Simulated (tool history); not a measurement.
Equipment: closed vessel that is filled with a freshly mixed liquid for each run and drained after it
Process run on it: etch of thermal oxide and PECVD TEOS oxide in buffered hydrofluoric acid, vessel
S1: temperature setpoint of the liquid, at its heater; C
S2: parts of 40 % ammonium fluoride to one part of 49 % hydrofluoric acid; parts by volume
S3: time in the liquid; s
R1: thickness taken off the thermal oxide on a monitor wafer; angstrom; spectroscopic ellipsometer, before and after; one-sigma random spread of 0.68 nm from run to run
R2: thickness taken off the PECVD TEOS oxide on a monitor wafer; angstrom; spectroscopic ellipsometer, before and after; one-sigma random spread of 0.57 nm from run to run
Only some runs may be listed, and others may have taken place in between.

Run 1, day 0: S1 22 C, S2 15 parts by volume, S3 60 s. Result: R1 439.79 angstrom, R2 1030 angstrom.
Run 2, day 0.25: S1 23.5 C, S2 15 parts by volume, S3 60 s. Result: R1 476.91 angstrom, R2 1115.2 angstrom.
Run 3, day 0.396: S1 23.5 C, S2 15 parts by volume, S3 45 s. Result: R1 353.92 angstrom, R2 845.37 angstrom.
Run 4, day 0.517: S1 23.5 C, S2 10.5 parts by volume, S3 45 s. Result: R1 507.04 angstrom, R2 1190.9 angstrom.
Run 5, day 0.625: S1 24 C, S2 10.5 parts by volume, S3 45 s. Result: R1 518.06 angstrom, R2 1219.6 angstrom.
Run 6, day 0.946: S1 24 C, S2 8 parts by volume, S3 45 s. Result: R1 658.12 angstrom, R2 1560.9 angstrom.
Run 7, day 1.042: S1 24.5 C, S2 8 parts by volume, S3 45 s. Result: R1 691.57 angstrom, R2 1604.1 angstrom.

For run 8, what comes out?
Run 8, day 1.304: S1 26.5 C, S2 7.5 parts by volume, S3 45 s. Result: R1 ?, R2 ?.

R1: 795.5 angstrom
R2: 1903.9 angstrom
